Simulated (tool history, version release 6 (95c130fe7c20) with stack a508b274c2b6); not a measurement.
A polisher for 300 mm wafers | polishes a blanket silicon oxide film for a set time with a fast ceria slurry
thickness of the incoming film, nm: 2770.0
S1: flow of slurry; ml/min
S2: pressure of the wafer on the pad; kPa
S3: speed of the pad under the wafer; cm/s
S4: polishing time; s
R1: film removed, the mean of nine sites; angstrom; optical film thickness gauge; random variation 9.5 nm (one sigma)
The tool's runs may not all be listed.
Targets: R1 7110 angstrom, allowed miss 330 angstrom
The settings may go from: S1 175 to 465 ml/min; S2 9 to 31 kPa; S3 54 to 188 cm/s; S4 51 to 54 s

| run | hour | S1 | S2 | S3 | S4 | R1 |
|---|---|---|---|---|---|---|
| 1 | 0 | 295 | 20 | 120 | 51 | 10696 |
| 2 | 6.9 | 295 | 20 | 148 | 51 | 12898 |
| 3 | 14.7 | 295 | 18.6 | 146 | 51 | 11915 |
| 4 | 16.8 | 325 | 18.6 | 146 | 51 | 12084 |
| 5 | 19.1 | 325 | 18.6 | 146 | 51 | 12136 |
| 6 | 28.1 | 325 | 18.6 | 146 | 54 | 12240 |
| 7 | 35.7 | 325 | 13.1 | 136 | 54 | 8406.7 |
| 8 | 40.9 | 325 | 9.7 | 134 | 54 | 6275.6 |
| 9 | 47.5 | 325 | 11.7 | 134 | 54 | 7380 |

Which of these 4 next moves meets every target?
| A | 54.1 | 305 | 9.7 | 158 | 54 | ? |
| B | 54.1 | 315 | 11.7 | 144 | 54 | ? |
| C | 54.1 | 335 | 10.3 | 128 | 54 | ? |
| D | 54.1 | 315 | 12.4 | 136 | 54 | ? |

| move | R1 |
|---|---|
| A | 7305.2 |
| B | 8041 |
| C | 6404 |
| D | 8030.5 |
A: meets every target
B: further off than the last run
C: takes the result that was furthest off past its target
D: further off than the last run
The right move is A.
